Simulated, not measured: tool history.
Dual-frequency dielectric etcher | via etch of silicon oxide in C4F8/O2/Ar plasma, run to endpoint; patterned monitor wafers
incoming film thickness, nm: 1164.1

run	hour	source power (kW)	bias power (kW)	endpoint time (s)
1	0	2.39	1.739	240.76
2	8.7	2.31	1.732	245.71
3	11.5	1.95	1.732	262.65
4	13	1.95	1.467	282.07
5	21.7	1.95	1.588	271.1
6	25.2	1.67	1.588	287.27

The next listed run, before its measurement:
7	32.3	1.81	1.595	?

endpoint time (s): 278.57
